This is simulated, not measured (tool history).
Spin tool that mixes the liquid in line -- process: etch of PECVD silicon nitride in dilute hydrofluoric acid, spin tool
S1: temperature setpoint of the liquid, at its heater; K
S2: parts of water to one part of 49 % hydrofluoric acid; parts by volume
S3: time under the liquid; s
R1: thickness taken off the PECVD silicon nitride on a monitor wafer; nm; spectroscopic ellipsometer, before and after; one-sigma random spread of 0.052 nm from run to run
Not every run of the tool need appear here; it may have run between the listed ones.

{"run": 1, "hour": 0.0, "S1": 297.15, "S2": 130, "S3": 85, "R1": 4.2556}
{"run": 2, "hour": 3.8, "S1": 294.15, "S2": 130, "S3": 85, "R1": 3.4616}
{"run": 3, "hour": 7.7, "S1": 294.15, "S2": 105, "S3": 85, "R1": 4.2742}
{"run": 4, "hour": 9.4, "S1": 295.15, "S2": 105, "S3": 85, "R1": 4.5207}
{"hour": 16.3, "done": "hydrofluoric acid flow meter replaced"}
{"run": 5, "hour": 16.3, "S1": 295.15, "S2": 145, "S3": 85, "R1": 3.0911}
{"run": 6, "hour": 24.8, "S1": 295.15, "S2": 145, "S3": 60, "R1": 2.1746}
{"run": 7, "hour": 33.2, "S1": 297.15, "S2": 140, "S3": 60, "R1": 2.5457}
{"run": 8, "hour": 34.5, "S1": 298.65, "S2": 130, "S3": 60, "R1": 3.0282}

Forecast run 9:
{"run": 9, "hour": 42.0, "S1": 299.65, "S2": 120, "S3": 60, "R1": "?"}

Run 9 gave R1 3.5551 nm.
